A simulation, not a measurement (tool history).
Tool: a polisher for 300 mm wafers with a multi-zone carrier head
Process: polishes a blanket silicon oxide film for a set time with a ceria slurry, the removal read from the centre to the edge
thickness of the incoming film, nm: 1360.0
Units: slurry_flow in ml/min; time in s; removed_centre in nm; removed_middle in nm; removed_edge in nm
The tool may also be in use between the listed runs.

{"run": 1, "hour": 0.0, "slurry_flow": 280, "centre_zone": 1, "middle_zone": 1, "edge_zone": 1, "time": 86, "removed_centre": 209.6, "removed_middle": 213.71, "removed_edge": 213.15}
{"run": 2, "hour": 1.0, "slurry_flow": 280, "centre_zone": 1, "middle_zone": 1.08, "edge_zone": 1, "time": 86, "removed_centre": 213.98, "removed_middle": 226.07, "removed_edge": 213.4}
{"run": 3, "hour": 8.7, "slurry_flow": 295, "centre_zone": 1.03, "middle_zone": 1.09, "edge_zone": 1.05, "time": 91, "removed_centre": 234.98, "removed_middle": 242.04, "removed_edge": 231.4}
{"run": 4, "hour": 15.0, "slurry_flow": 300, "centre_zone": 1.05, "middle_zone": 1.09, "edge_zone": 1.08, "time": 95, "removed_centre": 244.22, "removed_middle": 249.9, "removed_edge": 244.29}
{"run": 5, "hour": 20.4, "slurry_flow": 310, "centre_zone": 1.08, "middle_zone": 1.1, "edge_zone": 1.1, "time": 98, "removed_centre": 262.55, "removed_middle": 259.2, "removed_edge": 254.69}
{"run": 6, "hour": 28.6, "slurry_flow": 320, "centre_zone": 1.1, "middle_zone": 1.11, "edge_zone": 1.12, "time": 100, "removed_centre": 270.84, "removed_middle": 269.21, "removed_edge": 264.5}

Forecast run 7:
{"run": 7, "hour": 29.4, "slurry_flow": 330, "centre_zone": 1.12, "middle_zone": 1.12, "edge_zone": 1.14, "time": 101, "removed_centre": "?", "removed_middle": "?", "removed_edge": "?"}

{"run 7": {"removed_centre": 283.48, "removed_middle": 277.32, "removed_edge": 273.49}}

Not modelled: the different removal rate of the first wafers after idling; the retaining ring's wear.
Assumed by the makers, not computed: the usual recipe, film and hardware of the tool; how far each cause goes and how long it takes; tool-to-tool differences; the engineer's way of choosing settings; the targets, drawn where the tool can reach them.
